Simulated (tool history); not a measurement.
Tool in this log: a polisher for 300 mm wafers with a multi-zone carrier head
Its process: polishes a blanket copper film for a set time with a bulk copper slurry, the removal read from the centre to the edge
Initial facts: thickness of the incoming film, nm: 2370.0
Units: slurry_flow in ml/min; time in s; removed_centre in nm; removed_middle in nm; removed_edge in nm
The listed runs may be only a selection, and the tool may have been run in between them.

{"run": 1, "hour": 0.0, "slurry_flow": 295, "centre_zone": 1, "middle_zone": 1, "edge_zone": 1, "slurry_solids": 1, "time": 59, "removed_centre": 439.77, "removed_middle": 456.82, "removed_edge": 479.5}
{"run": 2, "hour": 4.0, "slurry_flow": 295, "centre_zone": 1, "middle_zone": 1.05, "edge_zone": 1, "slurry_solids": 1, "time": 59, "removed_centre": 449.53, "removed_middle": 469.35, "removed_edge": 470.04}
{"run": 3, "hour": 9.6, "slurry_flow": 295, "centre_zone": 1, "middle_zone": 1.05, "edge_zone": 1.07, "slurry_solids": 1, "time": 59, "removed_centre": 444.13, "removed_middle": 473.77, "removed_edge": 485.84}
{"run": 4, "hour": 14.4, "slurry_flow": 295, "centre_zone": 1, "middle_zone": 1.05, "edge_zone": 0.99, "slurry_solids": 1, "time": 59, "removed_centre": 445.59, "removed_middle": 488.26, "removed_edge": 475.79}
{"run": 5, "hour": 18.7, "slurry_flow": 295, "centre_zone": 1.04, "middle_zone": 1.05, "edge_zone": 0.99, "slurry_solids": 1, "time": 59, "removed_centre": 459.47, "removed_middle": 481.57, "removed_edge": 485.11}
{"run": 6, "hour": 24.2, "slurry_flow": 350, "centre_zone": 1.09, "middle_zone": 1.06, "edge_zone": 0.93, "slurry_solids": 1.1, "time": 61, "removed_centre": 522.34, "removed_middle": 518.19, "removed_edge": 490.06}

Run 7, settings as shown, results not yet in. Your forecast:
{"run": 7, "hour": 27.2, "slurry_flow": 345, "centre_zone": 1.11, "middle_zone": 1.08, "edge_zone": 0.95, "slurry_solids": 1.25, "time": 64, "removed_centre": "?", "removed_middle": "?", "removed_edge": "?"}

{"run 7": {"removed_centre": 588.76, "removed_middle": 567.75, "removed_edge": 544.7}}

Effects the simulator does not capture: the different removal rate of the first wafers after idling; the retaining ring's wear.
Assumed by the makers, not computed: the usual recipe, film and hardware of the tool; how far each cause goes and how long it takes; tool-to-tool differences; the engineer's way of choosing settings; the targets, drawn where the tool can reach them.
